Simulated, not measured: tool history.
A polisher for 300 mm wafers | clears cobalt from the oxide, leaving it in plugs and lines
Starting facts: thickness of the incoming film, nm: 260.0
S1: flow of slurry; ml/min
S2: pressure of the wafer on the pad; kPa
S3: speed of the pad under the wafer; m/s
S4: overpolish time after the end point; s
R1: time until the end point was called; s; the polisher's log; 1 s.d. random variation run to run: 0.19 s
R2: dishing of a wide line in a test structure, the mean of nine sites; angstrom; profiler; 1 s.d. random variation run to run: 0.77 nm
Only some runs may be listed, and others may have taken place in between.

run	hour	S1	S2	S3	S4	R1	R2
1	0.0	270	15.2	1.20	8	38.148	375.48
2	4.4	270	16.5	1.20	8	35.318	399.74
3	8.6	270	17.9	1.20	8	32.519	416.37
4	16.3	270	17.9	1.20	10	32.737	489.50
5	18.7	230	17.9	1.20	10	33.561	487.43
6	20.8	200	17.9	1.20	10	34.327	479.51
7	24.4	275	22.1	1.22	7	26.646	451.92
8	30.5	280	22.8	1.24	7	25.203	456.27
9	34.5	285	22.8	1.26	7	24.883	458.94
10	37.7	285	22.8	1.28	7	24.771	465.81
11	46.6	285	22.8	1.30	7	24.420	469.52

Forecast run 12:
12	50.8	285	22.8	1.32	7	?	?

Run 12 came out at R1 24.728 s, R2 473.97 angstrom.
